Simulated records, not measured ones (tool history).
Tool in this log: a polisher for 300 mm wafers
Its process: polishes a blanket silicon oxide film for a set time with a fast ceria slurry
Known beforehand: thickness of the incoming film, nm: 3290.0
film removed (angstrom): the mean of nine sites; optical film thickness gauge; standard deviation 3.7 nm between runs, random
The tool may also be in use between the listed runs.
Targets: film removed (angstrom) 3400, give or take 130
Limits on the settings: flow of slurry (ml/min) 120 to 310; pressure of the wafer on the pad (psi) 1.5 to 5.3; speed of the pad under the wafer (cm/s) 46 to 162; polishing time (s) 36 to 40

| run | hour | flow of slurry (ml/min) | pressure of the wafer on the pad (psi) | speed of the pad under the wafer (cm/s) | polishing time (s) | film removed (angstrom) |
|---|---|---|---|---|---|---|
| 1 | 0 | 200 | 3.4 | 104 | 40 | 6551.9 |
| 2 | 4.3 | 240 | 3.4 | 104 | 40 | 6790.8 |
| 3 | 13.2 | 235 | 3.1 | 102 | 40 | 6134.9 |
| 4 | 13.8 | 230 | 2.8 | 100 | 40 | 5397.7 |
| 5 | 14.8 | 270 | 2.8 | 100 | 40 | 5418.7 |
| 6 | 18.7 | 270 | 2.8 | 74 | 40 | 4143.4 |
| 7 | 24 | 270 | 2.7 | 74 | 40 | 3916.5 |
| 8 | 26.8 | 270 | 2.6 | 74 | 40 | 3859.8 |
| 9 | 27.9 | 270 | 2.5 | 74 | 40 | 3616.5 |
| 10 | 36.9 | 270 | 2.5 | 74 | 40 | 3665.7 |

Below are 5 possible settings for the next run. Only one of them brings all results inside the allowed miss of their targets. Which is it?
| A | 45.9 | 200 | 2.5 | 78 | 39 | ? |
| B | 45.9 | 275 | 2.7 | 78 | 36 | ? |
| C | 45.9 | 250 | 2.5 | 80 | 39 | ? |
| D | 45.9 | 275 | 2.2 | 86 | 36 | ? |
| E | 45.9 | 280 | 2.5 | 82 | 37 | ? |

| move | film removed (angstrom) |
|---|---|
| A | 3594.6 |
| B | 3674.3 |
| C | 3757.8 |
| D | 3316.8 |
| E | 3685.2 |
A: gains on the last run, yet a result remains outside its allowed miss
B: about the same distance from the targets as the last run
C: moves away from the targets compared with the last run
D: all results land within tolerance of their targets
E: moves away from the targets compared with the last run
Move D is the one to make.

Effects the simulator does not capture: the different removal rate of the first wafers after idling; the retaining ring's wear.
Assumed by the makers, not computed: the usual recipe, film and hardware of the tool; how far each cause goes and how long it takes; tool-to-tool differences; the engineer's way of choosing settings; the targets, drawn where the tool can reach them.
